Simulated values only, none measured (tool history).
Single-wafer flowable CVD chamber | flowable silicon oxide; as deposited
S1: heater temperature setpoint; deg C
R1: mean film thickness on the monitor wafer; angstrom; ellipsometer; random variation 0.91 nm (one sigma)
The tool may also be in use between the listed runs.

{"run": 1, "hour": 0.0, "S1": 90, "chamber pressure (Pa)": 78.0, "RF power (W)": 2065, "deposition time (s)": 1052, "R1": 5710.8}
{"run": 2, "hour": 0.9, "S1": 90, "chamber pressure (Pa)": 78.0, "RF power (W)": 2315, "deposition time (s)": 1052, "R1": 5839.7}
{"run": 3, "hour": 8.7, "S1": 92, "chamber pressure (Pa)": 78.0, "RF power (W)": 2315, "deposition time (s)": 1052, "R1": 5483.1}
{"run": 4, "hour": 14.1, "S1": 92, "chamber pressure (Pa)": 78.0, "RF power (W)": 2315, "deposition time (s)": 1052, "R1": 5450.8}
{"run": 5, "hour": 21.2, "S1": 92, "chamber pressure (Pa)": 89.9, "RF power (W)": 2315, "deposition time (s)": 1052, "R1": 6320.7}
{"run": 6, "hour": 21.8, "S1": 95, "chamber pressure (Pa)": 89.9, "RF power (W)": 2315, "deposition time (s)": 1052, "R1": 5775.2}
{"run": 7, "hour": 26.8, "S1": 97, "chamber pressure (Pa)": 89.9, "RF power (W)": 2315, "deposition time (s)": 1052, "R1": 5447.7}
{"run": 8, "hour": 30.8, "S1": 99, "chamber pressure (Pa)": 89.9, "RF power (W)": 2315, "deposition time (s)": 1052, "R1": 5124.8}
{"run": 9, "hour": 38.2, "S1": 101, "chamber pressure (Pa)": 89.9, "RF power (W)": 2315, "deposition time (s)": 1052, "R1": 4867.4}
{"run": 10, "hour": 44.0, "S1": 103, "chamber pressure (Pa)": 89.9, "RF power (W)": 2315, "deposition time (s)": 1052, "R1": 4554.0}

The next listed run, before its measurement:
{"run": 11, "hour": 46.2, "S1": 104, "chamber pressure (Pa)": 89.9, "RF power (W)": 2315, "deposition time (s)": 1052, "R1": "?"}

Run 11 gave R1 4436.8 angstrom.
